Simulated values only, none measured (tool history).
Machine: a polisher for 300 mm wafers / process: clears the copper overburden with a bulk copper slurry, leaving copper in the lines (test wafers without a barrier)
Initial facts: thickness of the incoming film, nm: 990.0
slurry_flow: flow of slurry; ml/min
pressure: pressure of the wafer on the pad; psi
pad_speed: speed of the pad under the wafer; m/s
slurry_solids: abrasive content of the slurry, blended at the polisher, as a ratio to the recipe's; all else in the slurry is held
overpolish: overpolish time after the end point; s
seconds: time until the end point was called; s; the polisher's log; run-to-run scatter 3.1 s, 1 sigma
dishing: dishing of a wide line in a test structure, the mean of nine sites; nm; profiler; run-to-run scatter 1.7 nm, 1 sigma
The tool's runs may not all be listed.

run  hour  slurry_flow  pressure  pad_speed  slurry_solids  overpolish  seconds  dishing
  1     0          315       3.2       0.86              1          26   130.43   105.79
  2   1.1          275       3.2       0.86              1          26   134.54   108.01
  3   8.2          275       3.5       0.86              1          26   127.19    110.4
  4  15.2          275         4       0.86              1          26   112.24   114.89
  5  23.4          275       4.3       0.86              1          26   110.11   126.12
  6  28.2          245       4.3       0.86              1          26   111.96   125.42

Forecast run 7:
  7  28.7          240       3.4        0.8              1          33        ?        ?

seconds: 133.75 s
dishing: 121.67 nm

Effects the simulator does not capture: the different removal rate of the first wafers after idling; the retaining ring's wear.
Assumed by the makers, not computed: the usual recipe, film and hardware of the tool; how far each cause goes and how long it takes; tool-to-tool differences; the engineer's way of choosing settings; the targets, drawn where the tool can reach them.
